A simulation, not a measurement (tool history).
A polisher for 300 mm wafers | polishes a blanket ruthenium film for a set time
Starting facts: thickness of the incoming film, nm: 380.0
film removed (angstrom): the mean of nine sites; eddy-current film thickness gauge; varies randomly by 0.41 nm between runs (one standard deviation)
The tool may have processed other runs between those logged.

run,hour,flow of slurry (ml/min),pressure of the wafer on the pad (kPa),speed of the pad under the wafer (cm/s),polishing time (s),film removed (angstrom)
1,0,305,17.2,76,59,543.52
2,4.4,305,17.2,76,59,559.01
3,6.5,305,20.7,76,59,646.75
4,13.9,305,22.8,76,59,721.2
5,17.9,305,22.8,60,59,590.46
6,26.7,305,22.8,52,59,549.08
7,34.5,305,20.7,52,59,496.07
8,43,305,19.3,52,59,470.11

Run 9 has not been measured yet. What should we expect?
9,47.2,305,17.9,52,59,?

Run 9 produced film removed (angstrom) 427.75.
